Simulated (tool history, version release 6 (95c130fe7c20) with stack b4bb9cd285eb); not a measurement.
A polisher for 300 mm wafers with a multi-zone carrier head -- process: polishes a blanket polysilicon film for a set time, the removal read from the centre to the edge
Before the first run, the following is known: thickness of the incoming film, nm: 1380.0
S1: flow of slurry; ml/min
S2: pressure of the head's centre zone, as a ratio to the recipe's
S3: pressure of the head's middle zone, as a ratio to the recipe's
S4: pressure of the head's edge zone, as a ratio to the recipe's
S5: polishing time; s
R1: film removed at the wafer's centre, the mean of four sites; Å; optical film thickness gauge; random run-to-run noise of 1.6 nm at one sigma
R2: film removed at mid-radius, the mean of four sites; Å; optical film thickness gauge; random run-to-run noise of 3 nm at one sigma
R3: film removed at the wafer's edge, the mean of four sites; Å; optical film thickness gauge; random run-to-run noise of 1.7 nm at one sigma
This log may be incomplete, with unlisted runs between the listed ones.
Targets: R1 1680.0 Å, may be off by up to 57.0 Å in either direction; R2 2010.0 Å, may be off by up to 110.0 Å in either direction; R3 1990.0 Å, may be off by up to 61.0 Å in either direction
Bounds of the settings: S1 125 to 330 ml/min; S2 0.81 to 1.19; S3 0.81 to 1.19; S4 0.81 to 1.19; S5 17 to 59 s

run,hour,S1,S2,S3,S4,S5,R1,R2,R3
1,0.0,210,1.00,1.00,1.00,38,2361.2,2348.9,2282.6
2,6.1,210,1.00,1.00,1.03,38,2313.5,2332.2,2319.4
3,12.8,245,1.00,1.00,1.03,38,2354.9,2343.7,2370.2
4,21.7,290,1.00,1.00,1.03,38,2363.0,2450.6,2367.9
5,27.4,290,1.00,1.00,1.07,38,2362.5,2380.0,2459.3
6,33.6,290,1.00,1.00,1.07,29,1806.2,1901.0,1856.7
7,40.9,295,0.98,1.01,1.09,29,1788.9,1852.0,1873.0
8,43.2,245,0.88,1.11,1.10,33,1786.3,2309.4,2126.3

4 next moves are on the table. One of them brings every result within its allowed miss. Which?
A,45.5,165,0.88,1.04,1.09,32,?,?,?
B,45.5,250,0.97,1.05,1.01,30,?,?,?
C,45.5,200,0.95,1.19,1.01,31,?,?,?
D,45.5,180,0.91,0.95,1.15,34,?,?,?

move,R1,R2,R3
A,1700.2,2029.2,2017.1
B,1827.4,1984.2,1867.8
C,1813.8,2242.1,1900.6
D,1882.9,2011.8,2217.2
A: meets every target
B: brings the result that was furthest off to its target, and leaves another outside
C: an improvement on the last run, though not all results are within tolerance
D: brings the result that was furthest off to its target, and leaves another outside
So the answer is move A, the one that meets all the targets.
